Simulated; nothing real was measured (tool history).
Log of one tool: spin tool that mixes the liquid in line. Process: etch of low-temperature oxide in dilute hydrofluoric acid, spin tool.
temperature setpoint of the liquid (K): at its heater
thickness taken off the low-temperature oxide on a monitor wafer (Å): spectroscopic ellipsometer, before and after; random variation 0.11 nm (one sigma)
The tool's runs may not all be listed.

| run | hour | temperature setpoint of the liquid (K) | parts of water to one part of 49 % hydrofluoric acid (parts by volume) | time under the liquid (s) | thickness taken off the low-temperature oxide on a monitor wafer (Å) |
|---|---|---|---|---|---|
| 1 | 0.0 | 298.15 | 55 | 75 | 193.26 |
| 2 | 4.9 | 300.15 | 55 | 75 | 207.64 |
| 3 | 7.7 | 300.15 | 65 | 75 | 174.50 |
| 4 | 12.0 | 302.65 | 65 | 75 | 192.90 |
| 5 | 15.6 | 302.15 | 65 | 75 | 189.07 |
| 6 | 22.9 | 301.15 | 65 | 75 | 178.32 |
|  | 31.6 | thermometer replaced |
| 7 | 31.6 | 300.65 | 65 | 75 | 162.34 |
| 8 | 37.1 | 299.65 | 65 | 75 | 156.27 |
| 9 | 38.3 | 298.65 | 65 | 75 | 147.29 |

Forecast run 10:
| 10 | 40.5 | 298.15 | 65 | 75 | ? |

thickness taken off the low-temperature oxide on a monitor wafer (Å): 146.49
